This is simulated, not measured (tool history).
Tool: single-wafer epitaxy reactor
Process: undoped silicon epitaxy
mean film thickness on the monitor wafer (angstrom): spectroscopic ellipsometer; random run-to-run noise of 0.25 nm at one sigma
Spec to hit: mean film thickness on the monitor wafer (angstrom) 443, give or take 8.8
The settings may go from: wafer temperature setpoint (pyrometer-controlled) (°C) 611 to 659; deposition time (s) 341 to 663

run,hour,wafer temperature setpoint (pyrometer-controlled) (°C),deposition time (s),mean film thickness on the monitor wafer (angstrom)
1,0,635,502,585.8
2,2.8,639,502,645.27
3,8.3,639,561,730.81
4,13.3,639,606,779.11
5,22,635,606,711.14
6,28.6,635,663,777.16
7,29.7,623,642,566.55
8,36.5,620,641,520.51
9,44,618,641,497.23
10,49.9,617,641,484.71
11,56.7,616,641,467.37
12,59.8,615,641,459.52

Exactly one of the 5 candidate moves below puts every result within its allowed miss. Which one?
A,62.9,618,663,?
B,62.9,627,503,?
C,62.9,617,632,?
D,62.9,613,647,?
E,62.9,616,658,?

move,mean film thickness on the monitor wafer (angstrom)
A,514.82
B,487.78
C,478.64
D,443.13
E,486.01
A: the biggest miss grows against the last run
B: the biggest miss grows against the last run
C: the biggest miss grows against the last run
D: meets every target
E: the biggest miss grows against the last run
Answer: D
